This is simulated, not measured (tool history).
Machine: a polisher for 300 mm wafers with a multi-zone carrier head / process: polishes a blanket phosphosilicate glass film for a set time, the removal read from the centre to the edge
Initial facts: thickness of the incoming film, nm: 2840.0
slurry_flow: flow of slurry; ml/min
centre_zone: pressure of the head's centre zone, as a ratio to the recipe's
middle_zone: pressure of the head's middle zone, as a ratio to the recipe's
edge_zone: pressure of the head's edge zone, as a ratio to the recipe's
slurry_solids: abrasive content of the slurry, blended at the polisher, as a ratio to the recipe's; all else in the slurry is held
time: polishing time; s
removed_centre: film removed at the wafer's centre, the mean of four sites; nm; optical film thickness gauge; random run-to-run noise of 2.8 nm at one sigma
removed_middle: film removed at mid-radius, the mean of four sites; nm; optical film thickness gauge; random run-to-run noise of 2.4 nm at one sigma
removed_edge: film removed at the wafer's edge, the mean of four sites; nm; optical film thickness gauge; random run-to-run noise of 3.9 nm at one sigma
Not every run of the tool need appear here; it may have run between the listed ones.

| run | hour | slurry_flow | centre_zone | middle_zone | edge_zone | slurry_solids | time | removed_centre | removed_middle | removed_edge |
|---|---|---|---|---|---|---|---|---|---|---|
| 1 | 0.0 | 205 | 1.00 | 1.00 | 1.00 | 1.00 | 49 | 266.37 | 266.60 | 287.77 |
| 2 | 2.2 | 205 | 1.00 | 1.00 | 1.00 | 1.00 | 40 | 215.86 | 215.12 | 228.90 |
| 3 | 3.8 | 210 | 1.00 | 0.99 | 1.05 | 1.05 | 40 | 224.27 | 214.61 | 235.28 |
| 4 | 12.4 | 210 | 1.00 | 0.99 | 1.05 | 1.25 | 40 | 235.61 | 230.13 | 253.91 |
| 5 | 20.2 | 210 | 1.00 | 0.93 | 1.05 | 1.25 | 40 | 230.74 | 217.69 | 248.17 |
| 6 | 24.2 | 210 | 1.00 | 0.93 | 1.05 | 1.15 | 40 | 225.14 | 211.67 | 244.43 |
| 7 | 30.7 | 210 | 0.99 | 0.93 | 1.07 | 1.20 | 40 | 224.84 | 214.31 | 251.17 |
| 8 | 35.3 | 210 | 0.99 | 0.93 | 1.09 | 1.25 | 40 | 236.49 | 214.01 | 253.58 |

The next listed run, before its measurement:
| 9 | 36.1 | 205 | 0.89 | 0.92 | 1.12 | 1.35 | 42 | ? | ? | ? |

{"run 9": {"removed_centre": 222.43, "removed_middle": 232.95, "removed_edge": 281.31}}

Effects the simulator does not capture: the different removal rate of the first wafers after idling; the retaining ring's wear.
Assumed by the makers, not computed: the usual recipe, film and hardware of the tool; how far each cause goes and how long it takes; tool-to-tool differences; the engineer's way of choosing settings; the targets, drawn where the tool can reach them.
